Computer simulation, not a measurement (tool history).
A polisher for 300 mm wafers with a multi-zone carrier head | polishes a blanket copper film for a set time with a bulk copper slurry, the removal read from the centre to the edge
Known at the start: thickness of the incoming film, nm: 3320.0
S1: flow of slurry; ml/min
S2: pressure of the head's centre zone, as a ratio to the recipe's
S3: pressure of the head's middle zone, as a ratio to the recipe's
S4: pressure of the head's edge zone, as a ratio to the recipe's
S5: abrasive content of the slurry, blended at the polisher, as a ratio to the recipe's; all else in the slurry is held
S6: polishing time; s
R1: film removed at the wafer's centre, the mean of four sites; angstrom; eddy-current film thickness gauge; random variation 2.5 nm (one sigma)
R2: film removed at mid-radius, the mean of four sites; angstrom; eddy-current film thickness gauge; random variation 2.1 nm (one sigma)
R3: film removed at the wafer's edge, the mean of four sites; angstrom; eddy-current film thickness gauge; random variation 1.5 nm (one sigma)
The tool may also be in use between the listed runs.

run	day	S1	S2	S3	S4	S5	S6	R1	R2	R3
1	0	295	1	1	1	1	33	1780	1743.7	1794.1
2	0.092	300	1.02	1	1.01	1.05	33	1815.3	1775.2	1829.9
3	0.171	300	1.02	1	1.01	1.05	41	2271.5	2177.1	2273.6
4	0.479	300	1.02	1	1.08	1.05	41	2303.4	2173.1	2361.5
5	0.596	300	1.04	0.99	1.07	1.05	41	2337.1	2161	2334.8
6	0.917	255	1.04	0.99	1.07	1.05	41	2242.3	2151.3	2315

The next listed run, before its measurement:
7	1.008	255	1.04	0.99	1.07	1.05	41	?	?	?

R1: 2278.9 angstrom
R2: 2147.8 angstrom
R3: 2331.4 angstrom
